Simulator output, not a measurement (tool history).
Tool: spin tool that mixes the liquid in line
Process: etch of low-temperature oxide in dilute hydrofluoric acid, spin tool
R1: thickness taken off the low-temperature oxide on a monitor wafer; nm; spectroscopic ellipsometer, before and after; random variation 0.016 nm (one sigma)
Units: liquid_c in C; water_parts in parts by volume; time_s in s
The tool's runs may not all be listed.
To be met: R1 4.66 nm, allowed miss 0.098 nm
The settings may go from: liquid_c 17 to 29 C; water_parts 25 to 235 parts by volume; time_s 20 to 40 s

{"run": 1, "hour": 0.0, "liquid_c": 21, "water_parts": 130, "time_s": 40, "R1": 2.4296}
{"run": 2, "hour": 8.3, "liquid_c": 23, "water_parts": 120, "time_s": 40, "R1": 2.9236}
{"run": 3, "hour": 12.3, "liquid_c": 24.5, "water_parts": 115, "time_s": 40, "R1": 3.2438}
{"run": 4, "hour": 20.3, "liquid_c": 27, "water_parts": 115, "time_s": 40, "R1": 3.5806}
{"hour": 20.9, "done": "thermometer replaced"}
{"run": 5, "hour": 20.9, "liquid_c": 27, "water_parts": 160, "time_s": 40, "R1": 2.6559}
{"run": 6, "hour": 26.3, "liquid_c": 27, "water_parts": 160, "time_s": 40, "R1": 2.6411}
{"run": 7, "hour": 32.5, "liquid_c": 27, "water_parts": 160, "time_s": 40, "R1": 2.6393}
{"run": 8, "hour": 38.2, "liquid_c": 27.5, "water_parts": 140, "time_s": 40, "R1": 3.1719}

4 next moves are on the table. One of them brings every result within its allowed miss. Which?
{"run": "A", "hour": 43.9, "liquid_c": 29, "water_parts": 110, "time_s": 40, "R1": "?"}
{"run": "B", "hour": 43.9, "liquid_c": 23.5, "water_parts": 90, "time_s": 40, "R1": "?"}
{"run": "C", "hour": 43.9, "liquid_c": 29, "water_parts": 105, "time_s": 40, "R1": "?"}
{"run": "D", "hour": 43.9, "liquid_c": 28, "water_parts": 105, "time_s": 40, "R1": "?"}

move=A R1=4.4378
move=B R1=4.4964
move=C R1=4.6809
move=D R1=4.507
A: nearer than the last run, and not there yet
B: nearer than the last run, and not there yet
C: meets every target
D: nearer than the last run, and not there yet
Move C is the one to make.
